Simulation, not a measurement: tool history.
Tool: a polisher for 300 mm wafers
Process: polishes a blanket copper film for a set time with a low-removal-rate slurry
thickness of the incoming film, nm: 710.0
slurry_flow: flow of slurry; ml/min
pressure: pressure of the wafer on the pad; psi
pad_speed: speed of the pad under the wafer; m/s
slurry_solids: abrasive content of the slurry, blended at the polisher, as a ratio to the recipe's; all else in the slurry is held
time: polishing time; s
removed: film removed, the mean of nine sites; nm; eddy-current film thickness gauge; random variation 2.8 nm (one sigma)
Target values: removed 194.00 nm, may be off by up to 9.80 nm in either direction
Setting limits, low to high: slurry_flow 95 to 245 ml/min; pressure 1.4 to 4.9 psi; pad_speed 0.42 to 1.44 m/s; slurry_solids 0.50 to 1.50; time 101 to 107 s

run	hour	slurry_flow	pressure	pad_speed	slurry_solids	time	removed
1	0.0	155	3.1	0.92	1.00	101	278.57
2	1.1	155	3.1	0.70	1.00	101	224.97
3	5.1	155	3.1	0.88	1.00	101	268.65
4	6.5	155	3.7	0.88	1.00	101	314.63
5	13.1	155	3.7	0.88	1.00	101	317.11
6	13.7	155	3.7	0.66	1.00	101	257.59
7	20.3	155	3.5	0.66	1.00	101	243.30
8	26.5	155	3.4	0.66	1.00	101	230.85
9	32.5	155	3.3	0.66	1.00	101	221.37
10	36.8	155	3.3	0.66	1.00	101	226.48
11	45.3	155	3.2	0.66	1.00	101	220.95
12	49.5	155	3.1	0.66	1.00	101	215.75
13	52.9	155	3.0	0.66	1.00	101	209.96

Exactly one of the 4 candidate moves below puts every result within its allowed miss. Which one?
A	56.3	145	3.2	0.54	1.20	101	?
B	56.3	175	2.7	0.52	1.10	102	?
C	56.3	160	3.8	0.50	1.10	104	?
D	56.3	215	2.7	0.80	0.75	101	?

move	removed
A	191.62
B	163.00
C	221.38
D	216.82
A: meets every target
B: carries the result that was furthest off beyond its target, to the other side
C: its largest miss is bigger than the last run's
D: its largest miss is bigger than the last run's
So the answer is move A, the one that meets all the targets.

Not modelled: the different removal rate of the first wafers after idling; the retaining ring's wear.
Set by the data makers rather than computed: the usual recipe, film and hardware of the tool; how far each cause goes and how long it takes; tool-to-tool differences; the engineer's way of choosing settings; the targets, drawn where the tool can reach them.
